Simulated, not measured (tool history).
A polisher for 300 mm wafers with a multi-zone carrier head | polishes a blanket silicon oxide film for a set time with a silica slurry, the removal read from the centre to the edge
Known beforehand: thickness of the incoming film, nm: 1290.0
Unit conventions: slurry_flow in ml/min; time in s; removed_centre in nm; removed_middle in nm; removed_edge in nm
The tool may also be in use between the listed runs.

run,hour,slurry_flow,centre_zone,middle_zone,edge_zone,slurry_solids,time,removed_centre,removed_middle,removed_edge
1,0,225,1,1,1,1,49,117.25,117.55,119.42
2,4.6,225,1,0.92,1,1,49,118.98,109.09,119.89
3,12.2,225,0.92,0.92,1,1,49,111.53,111.25,118.33
4,19.6,175,0.92,0.92,1,1,49,106.19,107.76,116.73
5,28,175,0.92,0.92,1.05,1,49,105.65,108.07,118.03
6,29.8,175,0.92,1.01,1.05,1,49,106.74,115.35,118.88
7,37.1,175,0.93,0.99,1.05,0.95,49,105.63,111.27,116.26
8,40.9,175,0.94,0.97,1.05,0.9,49,100.29,102.15,112.88
9,49,180,0.95,0.96,1.03,0.85,49,101.59,100.37,107.31
10,54.1,175,0.95,0.94,1.03,0.8,49,96.497,95.336,102.49
11,56.1,170,0.95,0.92,1.03,0.8,49,95.328,94.049,103.07
12,60.7,170,0.96,0.91,1.03,0.8,49,96.427,91.623,102.98

What does the tool deliver on the next run?
13,69.4,170,0.96,0.9,1.03,0.8,49,?,?,?

Run 13 yielded removed_centre 97.948 nm, removed_middle 92.227 nm, removed_edge 102.16 nm.
